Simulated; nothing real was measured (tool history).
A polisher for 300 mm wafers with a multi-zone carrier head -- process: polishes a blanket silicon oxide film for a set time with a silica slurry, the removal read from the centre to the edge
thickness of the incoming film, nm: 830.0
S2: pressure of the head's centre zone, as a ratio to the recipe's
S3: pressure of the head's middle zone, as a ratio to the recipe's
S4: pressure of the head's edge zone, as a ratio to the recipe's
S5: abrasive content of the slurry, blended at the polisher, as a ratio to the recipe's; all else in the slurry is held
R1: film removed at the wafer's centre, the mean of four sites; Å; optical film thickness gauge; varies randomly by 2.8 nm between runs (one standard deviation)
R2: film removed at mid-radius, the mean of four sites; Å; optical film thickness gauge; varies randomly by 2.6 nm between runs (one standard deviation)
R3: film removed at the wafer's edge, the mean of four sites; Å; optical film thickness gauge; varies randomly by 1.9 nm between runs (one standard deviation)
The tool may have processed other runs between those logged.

Run 1, hour 0.0: flow of slurry (ml/min) 315, S2 1.00, S3 1.00, S4 1.00, S5 1.00, polishing time (s) 48. Result: R1 2152.0 Å, R2 2125.8 Å, R3 2290.6 Å.
Run 2, hour 1.5: flow of slurry (ml/min) 320, S2 1.04, S3 1.00, S4 1.03, S5 1.05, polishing time (s) 48. Result: R1 2314.3 Å, R2 2223.4 Å, R3 2379.7 Å.
Run 3, hour 9.4: flow of slurry (ml/min) 320, S2 1.04, S3 1.00, S4 1.10, S5 1.05, polishing time (s) 48. Result: R1 2353.4 Å, R2 2243.7 Å, R3 2486.9 Å.
Run 4, hour 15.8: flow of slurry (ml/min) 325, S2 1.07, S3 0.99, S4 1.12, S5 1.05, polishing time (s) 48. Result: R1 2414.0 Å, R2 2192.0 Å, R3 2459.4 Å.
Run 5, hour 18.2: flow of slurry (ml/min) 330, S2 1.09, S3 0.98, S4 1.13, S5 1.10, polishing time (s) 48. Result: R1 2512.9 Å, R2 2235.2 Å, R3 2547.1 Å.
At hour 23.1: edge zone pressure recalibrated.
Run 6, hour 23.1: flow of slurry (ml/min) 335, S2 1.11, S3 0.98, S4 1.14, S5 1.10, polishing time (s) 48. Result: R1 2537.3 Å, R2 2252.1 Å, R3 2493.4 Å.

Run 7, settings as shown, results not yet in. Your forecast:
Run 7, hour 23.8: flow of slurry (ml/min) 335, S2 1.12, S3 0.97, S4 1.15, S5 1.15, polishing time (s) 48. Result: R1 ?, R2 ?, R3 ?.

R1: 2653.3 Å
R2: 2232.4 Å
R3: 2549.9 Å

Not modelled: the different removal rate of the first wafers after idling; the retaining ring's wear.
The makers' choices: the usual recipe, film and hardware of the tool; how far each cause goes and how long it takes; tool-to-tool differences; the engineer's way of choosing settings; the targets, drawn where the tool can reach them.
